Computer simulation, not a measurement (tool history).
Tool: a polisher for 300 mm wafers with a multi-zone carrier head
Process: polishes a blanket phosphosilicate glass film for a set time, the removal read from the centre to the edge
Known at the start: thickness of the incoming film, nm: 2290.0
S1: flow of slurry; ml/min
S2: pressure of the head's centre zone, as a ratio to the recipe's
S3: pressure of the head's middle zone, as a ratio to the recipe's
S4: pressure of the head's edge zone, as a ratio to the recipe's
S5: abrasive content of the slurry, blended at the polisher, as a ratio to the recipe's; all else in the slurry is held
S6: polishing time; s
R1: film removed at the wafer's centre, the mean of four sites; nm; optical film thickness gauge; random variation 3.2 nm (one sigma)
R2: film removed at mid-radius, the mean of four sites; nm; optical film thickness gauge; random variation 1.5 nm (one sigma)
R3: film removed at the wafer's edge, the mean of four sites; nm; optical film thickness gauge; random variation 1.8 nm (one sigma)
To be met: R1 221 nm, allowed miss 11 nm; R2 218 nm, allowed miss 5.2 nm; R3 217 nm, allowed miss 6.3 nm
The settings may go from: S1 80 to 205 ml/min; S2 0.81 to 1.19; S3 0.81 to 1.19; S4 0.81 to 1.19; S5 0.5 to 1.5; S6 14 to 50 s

run  hour   S1    S2    S3    S4    S5  S6      R1      R2      R3
  1     0  135     1     1     1     1  32  282.19   313.9  305.23
  2   2.3  130  1.01  0.97  0.96  0.85  32  264.87  282.27  283.36
  3   8.9  130  1.05  0.97  0.96  0.85  32  273.31  280.92  278.92
  4  13.9  155  1.05  0.97  0.96  0.85  32  280.32  293.07  280.31
     21.3  -- centre zone pressure recalibrated
  5  21.3  155  1.05  0.95  0.94  0.75  31  269.63  260.77  255.13
  6  26.7  150  1.02  0.95  0.92   0.7  31   248.5  247.94  240.39
  7    34  150  1.02  0.95  0.92   0.7  31  249.91  250.51  243.33
  8  34.6  145  1.01  0.94   0.9  0.65  31  249.28  234.87  227.89
  9  41.4  135  0.98  0.94   0.9  0.65  31  232.33   231.6  225.19

Which of these 4 next moves meets every target?
  A  48.2  120  0.97  0.82     1   0.7  30   ?   ?   ?
  B  48.2  120  1.02  0.95  0.88  0.65  31   ?   ?   ?
  C  48.2  120  1.02  0.96  0.94   0.8  26   ?   ?   ?
  D  48.2  145  1.02  0.86  0.98   0.6  32   ?   ?   ?

move      R1      R2      R3
   A  229.93  207.27   236.2
   B  236.17  230.81  220.25
   C  221.55  218.31  212.95
   D  241.25  217.06  233.75
A: takes the result that was furthest off past its target
B: nearer than the last run, and not there yet
C: meets every target
D: brings the result that was furthest off to its target, and leaves another outside
The right move is C.
